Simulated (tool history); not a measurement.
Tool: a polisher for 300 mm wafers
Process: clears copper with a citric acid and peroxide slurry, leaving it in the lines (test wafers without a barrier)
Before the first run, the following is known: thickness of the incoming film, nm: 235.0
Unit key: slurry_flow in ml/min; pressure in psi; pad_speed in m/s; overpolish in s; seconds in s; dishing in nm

run  hour  slurry_flow  pressure  pad_speed  slurry_solids  overpolish  seconds  dishing
  1   0.0          280       2.8       1.30            1.0          12   82.975   23.013
  2   4.5          280       2.8       1.52            1.0          12   69.246   26.958
  3   6.2          280       2.8       1.52            1.0          13   68.894   28.696
  4  11.5          280       2.7       1.52            1.0          14   72.920   29.989
  5  17.2          325       2.7       1.52            1.0          14   69.926   30.424
  6  23.8          325       2.3       1.52            1.0          14   80.717   26.900
  7  29.7          325       2.3       1.52            1.0          14   79.383   26.463
  8  32.0          325       2.3       1.52            1.0          15   81.302   27.838

Run 9 is up next; what results do you expect?
  9  34.9          325       2.3       1.52            1.0          16        ?        ?

seconds: 80.954 s
dishing: 30.129 nm
